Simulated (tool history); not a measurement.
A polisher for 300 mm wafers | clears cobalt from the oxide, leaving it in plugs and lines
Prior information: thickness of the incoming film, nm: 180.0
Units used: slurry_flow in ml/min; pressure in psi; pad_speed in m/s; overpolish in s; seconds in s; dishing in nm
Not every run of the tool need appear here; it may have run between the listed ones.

{"run": 1, "day": 0.0, "slurry_flow": 200, "pressure": 1.6, "pad_speed": 1.2, "overpolish": 19, "seconds": 45.249, "dishing": 42.396}
{"run": 2, "day": 0.138, "slurry_flow": 200, "pressure": 1.6, "pad_speed": 1.2, "overpolish": 12, "seconds": 44.718, "dishing": 31.749}
{"run": 3, "day": 0.275, "slurry_flow": 200, "pressure": 1.6, "pad_speed": 1.2, "overpolish": 6, "seconds": 45.636, "dishing": 18.368}
{"run": 4, "day": 0.517, "slurry_flow": 200, "pressure": 1.6, "pad_speed": 1.2, "overpolish": 7, "seconds": 44.826, "dishing": 20.246}
{"run": 5, "day": 0.625, "slurry_flow": 165, "pressure": 1.6, "pad_speed": 1.2, "overpolish": 7, "seconds": 45.992, "dishing": 20.853}
{"run": 6, "day": 0.742, "slurry_flow": 165, "pressure": 1.3, "pad_speed": 1.2, "overpolish": 7, "seconds": 52.864, "dishing": 17.705}

Predict the results of run 7:
{"run": 7, "day": 1.104, "slurry_flow": 165, "pressure": 1.3, "pad_speed": 1.18, "overpolish": 8, "seconds": "?", "dishing": "?"}

seconds: 54.321 s
dishing: 19.212 nm
